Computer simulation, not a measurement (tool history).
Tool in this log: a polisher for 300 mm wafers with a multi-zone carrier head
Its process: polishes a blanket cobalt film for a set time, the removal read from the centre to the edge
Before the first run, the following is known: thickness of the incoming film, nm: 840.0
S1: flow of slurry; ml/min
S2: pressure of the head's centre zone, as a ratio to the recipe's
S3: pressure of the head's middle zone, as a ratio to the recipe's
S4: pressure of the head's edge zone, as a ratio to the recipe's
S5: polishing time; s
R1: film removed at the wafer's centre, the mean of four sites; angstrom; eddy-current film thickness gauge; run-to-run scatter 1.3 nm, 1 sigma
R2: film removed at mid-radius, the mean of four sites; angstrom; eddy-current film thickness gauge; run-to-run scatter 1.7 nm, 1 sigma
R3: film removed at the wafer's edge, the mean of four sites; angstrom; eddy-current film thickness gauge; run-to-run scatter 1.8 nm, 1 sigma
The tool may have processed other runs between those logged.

run 1 hour=0.0 | S1=175 S2=1.00 S3=1.00 S4=1.00 S5=34 | R1=1573.4 R2=1550.6 R3=1678.1
run 2 hour=0.6 | S1=175 S2=1.00 S3=1.05 S4=1.00 S5=34 | R1=1551.0 R2=1704.8 R3=1612.5
run 3 hour=5.2 | S1=165 S2=0.96 S3=1.05 S4=0.99 S5=32 | R1=1380.1 R2=1557.1 R3=1511.4
run 4 hour=8.7 | S1=165 S2=0.89 S3=1.05 S4=0.99 S5=32 | R1=1286.9 R2=1549.4 R3=1559.8
run 5 hour=12.5 | S1=165 S2=0.89 S3=1.08 S4=0.99 S5=32 | R1=1293.3 R2=1571.4 R3=1498.2
run 6 hour=20.5 | S1=160 S2=0.87 S3=1.08 S4=0.98 S5=31 | R1=1210.3 R2=1500.6 R3=1484.6
run 7 hour=22.3 | S1=155 S2=0.87 S3=1.09 S4=0.97 S5=30 | R1=1155.5 R2=1450.0 R3=1402.7
run 8 hour=25.1 | S1=145 S2=0.86 S3=1.09 S4=0.95 S5=30 | R1=1126.3 R2=1449.8 R3=1387.2

What does the tool deliver on the next run?
run 9 hour=30.4 | S1=145 S2=0.86 S3=1.09 S4=0.95 S5=30 | R1=? R2=? R3=?

{"run 9": {"R1": 1132.8, "R2": 1460.4, "R3": 1400.6}}
